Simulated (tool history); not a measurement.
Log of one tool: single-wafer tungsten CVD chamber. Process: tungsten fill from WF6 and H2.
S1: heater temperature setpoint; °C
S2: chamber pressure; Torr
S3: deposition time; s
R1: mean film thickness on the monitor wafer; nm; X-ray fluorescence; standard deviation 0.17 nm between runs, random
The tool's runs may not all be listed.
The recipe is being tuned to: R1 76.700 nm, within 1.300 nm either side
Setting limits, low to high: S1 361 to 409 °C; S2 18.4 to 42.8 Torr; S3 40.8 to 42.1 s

{"run": 1, "day": 0.0, "S1": 385, "S2": 30.6, "S3": 40.8, "R1": 88.839}
{"run": 2, "day": 0.354, "S1": 385, "S2": 30.6, "S3": 42.1, "R1": 91.631}
{"run": 3, "day": 0.512, "S1": 383, "S2": 30.6, "S3": 42.1, "R1": 88.437}
{"run": 4, "day": 0.85, "S1": 388, "S2": 30.6, "S3": 42.1, "R1": 96.608}
{"run": 5, "day": 1.167, "S1": 388, "S2": 30.6, "S3": 40.8, "R1": 93.469}
{"run": 6, "day": 1.475, "S1": 388, "S2": 28.0, "S3": 40.8, "R1": 89.97}
{"run": 7, "day": 1.55, "S1": 387, "S2": 28.0, "S3": 40.8, "R1": 88.526}
{"run": 8, "day": 1.846, "S1": 378, "S2": 27.8, "S3": 40.8, "R1": 75.263}

4 next moves are on the table. One of them brings every result within its allowed miss. Which?
{"run": "A", "day": 2.142, "S1": 379, "S2": 25.7, "S3": 40.8, "R1": "?"}
{"run": "B", "day": 2.142, "S1": 383, "S2": 23.9, "S3": 40.8, "R1": "?"}
{"run": "C", "day": 2.142, "S1": 382, "S2": 22.1, "S3": 40.8, "R1": "?"}
{"run": "D", "day": 2.142, "S1": 380, "S2": 24.9, "S3": 40.8, "R1": "?"}

move=A R1=73.643
move=B R1=76.537
move=C R1=72.636
move=D R1=73.925
A: misses by more than the last run did
B: in spec on every target
C: misses by more than the last run did
D: misses by more than the last run did
B meets every target.
